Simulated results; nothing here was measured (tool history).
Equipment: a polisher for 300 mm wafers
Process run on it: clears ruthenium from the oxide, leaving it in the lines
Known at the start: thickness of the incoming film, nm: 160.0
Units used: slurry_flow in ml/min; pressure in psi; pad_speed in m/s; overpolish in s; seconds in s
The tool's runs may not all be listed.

{"run": 1, "hour": 0.0, "slurry_flow": 310, "pressure": 2.7, "pad_speed": 1.2, "overpolish": 16, "seconds": 85.861}
{"run": 2, "hour": 8.0, "slurry_flow": 310, "pressure": 2.8, "pad_speed": 1.2, "overpolish": 16, "seconds": 84.003}
{"run": 3, "hour": 16.3, "slurry_flow": 310, "pressure": 2.9, "pad_speed": 1.2, "overpolish": 16, "seconds": 79.812}
{"run": 4, "hour": 21.0, "slurry_flow": 310, "pressure": 2.9, "pad_speed": 1.2, "overpolish": 16, "seconds": 83.298}
{"run": 5, "hour": 24.4, "slurry_flow": 310, "pressure": 2.9, "pad_speed": 1.2, "overpolish": 13, "seconds": 81.926}
{"run": 6, "hour": 26.3, "slurry_flow": 310, "pressure": 2.4, "pad_speed": 1.2, "overpolish": 13, "seconds": 91.961}

Run 7 has not been measured yet. What should we expect?
{"run": 7, "hour": 32.4, "slurry_flow": 310, "pressure": 2.7, "pad_speed": 1.22, "overpolish": 13, "seconds": "?"}

{"run 7": {"seconds": 83.988}}
